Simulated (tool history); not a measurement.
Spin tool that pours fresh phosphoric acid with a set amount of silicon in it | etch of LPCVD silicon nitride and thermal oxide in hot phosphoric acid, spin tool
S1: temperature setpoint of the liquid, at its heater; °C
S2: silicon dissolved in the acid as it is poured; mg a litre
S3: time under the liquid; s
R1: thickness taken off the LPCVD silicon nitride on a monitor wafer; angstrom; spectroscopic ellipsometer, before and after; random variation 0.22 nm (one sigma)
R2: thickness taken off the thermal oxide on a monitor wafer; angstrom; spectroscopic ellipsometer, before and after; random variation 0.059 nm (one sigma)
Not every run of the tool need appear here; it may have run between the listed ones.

| run | hour | S1 | S2 | S3 | R1 | R2 |
|---|---|---|---|---|---|---|
| 1 | 0 | 160 | 18.5 | 180 | 170 | 3.3505 |
| 2 | 8.9 | 160 | 25.5 | 180 | 171.1 | 2.7048 |
| 3 | 17.9 | 160 | 19.5 | 180 | 170.26 | 3.1965 |
| 4 | 26.4 | 161 | 18 | 195 | 191.7 | 4.0386 |
| 5 | 29.6 | 161.5 | 17.5 | 210 | 207.38 | 4.7764 |
| 6 | 35.9 | 162 | 18 | 225 | 227.12 | 4.9672 |

Run 7, settings as shown, results not yet in. Your forecast:
| 7 | 38.4 | 162.5 | 17 | 235 | ? | ? |

R1: 238.11 angstrom
R2: 5.3106 angstrom
